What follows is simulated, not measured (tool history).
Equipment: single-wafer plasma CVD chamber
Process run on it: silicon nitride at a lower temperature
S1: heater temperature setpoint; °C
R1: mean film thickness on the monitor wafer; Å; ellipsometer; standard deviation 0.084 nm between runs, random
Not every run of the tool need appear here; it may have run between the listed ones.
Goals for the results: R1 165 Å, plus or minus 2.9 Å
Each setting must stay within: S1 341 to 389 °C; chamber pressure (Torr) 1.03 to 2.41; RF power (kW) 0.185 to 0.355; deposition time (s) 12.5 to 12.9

Run 1, hour 0: S1 365 °C, chamber pressure (Torr) 1.72, RF power (kW) 0.27, deposition time (s) 12.5. Result: R1 139.7 Å.
Run 2, hour 6.1: S1 365 °C, chamber pressure (Torr) 1.86, RF power (kW) 0.28, deposition time (s) 12.5. Result: R1 145.62 Å.
Run 3, hour 6.9: S1 365 °C, chamber pressure (Torr) 1.86, RF power (kW) 0.28, deposition time (s) 12.5. Result: R1 146.4 Å.
Run 4, hour 13.6: S1 365 °C, chamber pressure (Torr) 1.86, RF power (kW) 0.315, deposition time (s) 12.5. Result: R1 156.43 Å.
Run 5, hour 15.4: S1 365 °C, chamber pressure (Torr) 1.86, RF power (kW) 0.28, deposition time (s) 12.5. Result: R1 144.29 Å.
Run 6, hour 18.6: S1 365 °C, chamber pressure (Torr) 1.93, RF power (kW) 0.29, deposition time (s) 12.5. Result: R1 150.03 Å.
Run 7, hour 23.9: S1 365 °C, chamber pressure (Torr) 2.02, RF power (kW) 0.295, deposition time (s) 12.5. Result: R1 153.89 Å.
Run 8, hour 28.7: S1 365 °C, chamber pressure (Torr) 2.02, RF power (kW) 0.295, deposition time (s) 12.5. Result: R1 154.03 Å.
Run 9, hour 29.3: S1 365 °C, chamber pressure (Torr) 2.1, RF power (kW) 0.3, deposition time (s) 12.5. Result: R1 156.3 Å.
Run 10, hour 35.6: S1 365 °C, chamber pressure (Torr) 2.15, RF power (kW) 0.305, deposition time (s) 12.5. Result: R1 158.59 Å.
Run 11, hour 40.8: S1 365 °C, chamber pressure (Torr) 2.19, RF power (kW) 0.305, deposition time (s) 12.5. Result: R1 159.93 Å.
Run 12, hour 48: S1 365 °C, chamber pressure (Torr) 2.23, RF power (kW) 0.305, deposition time (s) 12.5. Result: R1 161.91 Å.
Run 13, hour 52: S1 365 °C, chamber pressure (Torr) 2.25, RF power (kW) 0.305, deposition time (s) 12.5. Result: R1 159.96 Å.

Exercise: of the 5 proposed moves below, exactly one satisfies all targets within the stated allowed misses. Which move is it?
Run A, hour 56: S1 366 °C, chamber pressure (Torr) 2.14, RF power (kW) 0.31, deposition time (s) 12.8. Result: R1 ?.
Run B, hour 56: S1 364 °C, chamber pressure (Torr) 2.24, RF power (kW) 0.33, deposition time (s) 12.8. Result: R1 ?.
Run C, hour 56: S1 366 °C, chamber pressure (Torr) 2.35, RF power (kW) 0.325, deposition time (s) 12.7. Result: R1 ?.
Run D, hour 56: S1 378 °C, chamber pressure (Torr) 2.01, RF power (kW) 0.31, deposition time (s) 12.5. Result: R1 ?.
Run E, hour 56: S1 364 °C, chamber pressure (Torr) 2.12, RF power (kW) 0.29, deposition time (s) 12.8. Result: R1 ?.

move      R1
   A  163.88
   B  172.23
   C  171.01
   D  157.15
   E  156.95
A: every result lands within tolerance
B: takes the biggest miss from the last run beyond its target
C: takes the biggest miss from the last run beyond its target
D: lands further from the targets than the last run did
E: lands further from the targets than the last run did
Correct choice: A, which meets every target
